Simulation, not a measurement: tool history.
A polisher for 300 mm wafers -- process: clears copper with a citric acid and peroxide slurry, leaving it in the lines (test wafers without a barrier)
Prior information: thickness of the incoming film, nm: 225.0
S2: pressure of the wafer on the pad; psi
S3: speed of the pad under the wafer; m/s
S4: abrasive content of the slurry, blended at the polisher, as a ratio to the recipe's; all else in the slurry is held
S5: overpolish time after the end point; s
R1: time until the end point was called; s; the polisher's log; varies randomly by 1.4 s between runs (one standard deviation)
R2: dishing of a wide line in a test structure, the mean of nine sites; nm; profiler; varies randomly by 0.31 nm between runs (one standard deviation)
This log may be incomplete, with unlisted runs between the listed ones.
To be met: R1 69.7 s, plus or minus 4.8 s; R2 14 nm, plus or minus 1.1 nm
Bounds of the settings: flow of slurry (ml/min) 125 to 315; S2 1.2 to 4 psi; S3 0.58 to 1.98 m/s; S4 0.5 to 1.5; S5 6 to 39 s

run 1 day=0 | flow_of_slurry_(ml/min)=205 S2=2.6 S3=1.28 S4=1 S5=20 | R1=94.963 R2=29.37
run 2 day=0.129 | flow_of_slurry_(ml/min)=205 S2=2.6 S3=1.28 S4=0.85 S5=20 | R1=98.106 R2=28.444
run 3 day=0.417 | flow_of_slurry_(ml/min)=175 S2=2.6 S3=1.28 S4=0.85 S5=20 | R1=101.98 R2=28.271
run 4 day=0.475 | flow_of_slurry_(ml/min)=175 S2=2.6 S3=1.28 S4=0.7 S5=20 | R1=106.33 R2=26.716
run 5 day=0.583 | flow_of_slurry_(ml/min)=205 S2=2.6 S3=1.36 S4=0.65 S5=17 | R1=99.157 R2=25.336
run 6 day=0.771 | flow_of_slurry_(ml/min)=230 S2=2.6 S3=1.38 S4=0.7 S5=15 | R1=94.932 R2=23.315
run 7 day=0.829 | flow_of_slurry_(ml/min)=250 S2=2.6 S3=1.44 S4=0.7 S5=13 | R1=89.231 R2=21.02
run 8 day=0.954 | flow_of_slurry_(ml/min)=305 S2=1.9 S3=1.8 S4=0.5 S5=6 | R1=105.75 R2=9.7278

Exactly one of the 4 candidate moves below puts every result within its allowed miss. Which one?
run A day=1.079 | flow_of_slurry_(ml/min)=260 S2=2.4 S3=1.98 S4=0.8 S5=6 | R1=? R2=?
run B day=1.079 | flow_of_slurry_(ml/min)=315 S2=1.6 S3=1.9 S4=0.5 S5=11 | R1=? R2=?
run C day=1.079 | flow_of_slurry_(ml/min)=300 S2=1.6 S3=1.56 S4=0.5 S5=15 | R1=? R2=?
run D day=1.079 | flow_of_slurry_(ml/min)=295 S2=1.6 S3=1.08 S4=0.65 S5=22 | R1=? R2=?

move=A R1=69.435 R2=14.203
move=B R1=115.84 R2=15.273
move=C R1=140.73 R2=16.917
move=D R1=190.27 R2=18.181
A: all results in spec
B: lands further from the targets than the last run did
C: lands further from the targets than the last run did
D: lands further from the targets than the last run did
So the answer is move A, the one that meets all the targets.

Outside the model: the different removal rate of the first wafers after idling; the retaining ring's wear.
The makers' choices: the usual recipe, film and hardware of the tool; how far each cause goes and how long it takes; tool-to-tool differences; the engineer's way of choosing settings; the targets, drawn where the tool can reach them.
